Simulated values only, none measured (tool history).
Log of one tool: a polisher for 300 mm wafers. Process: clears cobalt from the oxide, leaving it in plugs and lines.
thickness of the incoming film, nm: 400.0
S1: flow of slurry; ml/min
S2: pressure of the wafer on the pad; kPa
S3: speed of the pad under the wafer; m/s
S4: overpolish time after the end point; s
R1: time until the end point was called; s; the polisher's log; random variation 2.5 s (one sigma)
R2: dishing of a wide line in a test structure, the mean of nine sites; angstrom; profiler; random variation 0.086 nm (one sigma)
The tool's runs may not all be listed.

run  hour   S1   S2    S3  S4       R1       R2
  1   0.0  315  9.0  1.18   8  103.230  201.510
  2   6.4  315  9.0  1.04   8  117.070  192.180
  3  11.7  315  9.0  1.28   8   99.231  209.980
  4  18.0  280  7.6  1.16   6  125.850  140.390
  5  23.8  280  7.6  1.16   9  124.370  193.880
  6  29.5  230  7.6  1.16   9  127.080  190.090
  7  36.6  220  6.9  1.08   7  148.890  141.980
  8  43.6  290  6.2  1.00   6  169.760  105.420

Forecast run 9:
  9  48.2  380  4.8  0.72   2   ?   ?

R1: 260.650 s
R2: 25.901 angstrom
